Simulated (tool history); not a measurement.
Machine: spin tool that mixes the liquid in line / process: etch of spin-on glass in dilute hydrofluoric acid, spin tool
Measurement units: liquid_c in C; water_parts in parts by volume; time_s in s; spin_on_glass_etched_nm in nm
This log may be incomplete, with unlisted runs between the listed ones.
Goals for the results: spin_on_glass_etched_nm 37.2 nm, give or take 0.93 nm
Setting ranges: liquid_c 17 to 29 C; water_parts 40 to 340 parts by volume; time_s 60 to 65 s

{"run": 1, "hour": 0.0, "liquid_c": 21, "water_parts": 190, "time_s": 60, "spin_on_glass_etched_nm": 14.407}
{"run": 2, "hour": 4.5, "liquid_c": 19.5, "water_parts": 190, "time_s": 60, "spin_on_glass_etched_nm": 13.612}
{"run": 3, "hour": 9.3, "liquid_c": 17.5, "water_parts": 190, "time_s": 60, "spin_on_glass_etched_nm": 12.293}
{"run": 4, "hour": 15.9, "liquid_c": 17, "water_parts": 190, "time_s": 60, "spin_on_glass_etched_nm": 12.335}
{"run": 5, "hour": 21.0, "liquid_c": 17, "water_parts": 125, "time_s": 60, "spin_on_glass_etched_nm": 19.541}
{"run": 6, "hour": 26.7, "liquid_c": 17, "water_parts": 175, "time_s": 60, "spin_on_glass_etched_nm": 13.372}
{"run": 7, "hour": 33.3, "liquid_c": 19, "water_parts": 160, "time_s": 60, "spin_on_glass_etched_nm": 16.135}
{"run": 8, "hour": 39.3, "liquid_c": 20.5, "water_parts": 145, "time_s": 60, "spin_on_glass_etched_nm": 19.239}
{"run": 9, "hour": 39.9, "liquid_c": 22, "water_parts": 135, "time_s": 60, "spin_on_glass_etched_nm": 21.984}
{"run": 10, "hour": 46.0, "liquid_c": 23, "water_parts": 130, "time_s": 60, "spin_on_glass_etched_nm": 23.83}
{"run": 11, "hour": 53.0, "liquid_c": 24, "water_parts": 125, "time_s": 60, "spin_on_glass_etched_nm": 26.199}

Which one of the following 4 next-run settings gets every result inside its allowed miss? There is exactly one.
{"run": "A", "hour": 60.0, "liquid_c": 24, "water_parts": 115, "time_s": 60, "spin_on_glass_etched_nm": "?"}
{"run": "B", "hour": 60.0, "liquid_c": 26, "water_parts": 95, "time_s": 65, "spin_on_glass_etched_nm": "?"}
{"run": "C", "hour": 60.0, "liquid_c": 27.5, "water_parts": 210, "time_s": 60, "spin_on_glass_etched_nm": "?"}
{"run": "D", "hour": 60.0, "liquid_c": 20, "water_parts": 85, "time_s": 65, "spin_on_glass_etched_nm": "?"}

move=A spin_on_glass_etched_nm=28.557
move=B spin_on_glass_etched_nm=41.521
move=C spin_on_glass_etched_nm=15.938
move=D spin_on_glass_etched_nm=36.893
A: nearer than the last run, and not there yet
B: pushes the last run's worst result past its target
C: further off than the last run
D: every result lands within tolerance
Go with D: it meets all targets.
